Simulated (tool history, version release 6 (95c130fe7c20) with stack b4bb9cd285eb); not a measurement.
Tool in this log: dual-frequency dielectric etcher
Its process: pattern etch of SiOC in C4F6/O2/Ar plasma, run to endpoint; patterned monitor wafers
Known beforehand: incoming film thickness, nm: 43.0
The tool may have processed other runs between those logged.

Run 1, hour 0.0: bias power (kW) 0.604, source power (kW) 0.410. Result: endpoint time (s) 13.659.
Run 2, hour 3.1: bias power (kW) 0.604, source power (kW) 0.360. Result: endpoint time (s) 14.665.
Run 3, hour 7.0: bias power (kW) 0.626, source power (kW) 0.370. Result: endpoint time (s) 14.136.
Run 4, hour 11.5: bias power (kW) 0.711, source power (kW) 0.370. Result: endpoint time (s) 13.262.
Run 5, hour 19.0: bias power (kW) 0.619, source power (kW) 0.370. Result: endpoint time (s) 14.194.
At hour 26.3: wet clean of the chamber.
Run 6, hour 26.3: bias power (kW) 0.667, source power (kW) 0.370. Result: endpoint time (s) 14.436.
Run 7, hour 35.0: bias power (kW) 0.672, source power (kW) 0.380. Result: endpoint time (s) 14.070.
Run 8, hour 42.7: bias power (kW) 0.685, source power (kW) 0.390. Result: endpoint time (s) 13.768.

Run 9 has not been measured yet. What should we expect?
Run 9, hour 51.0: bias power (kW) 0.699, source power (kW) 0.400. Result: endpoint time (s) ?.

Run 9 came out at endpoint time (s) 13.296.
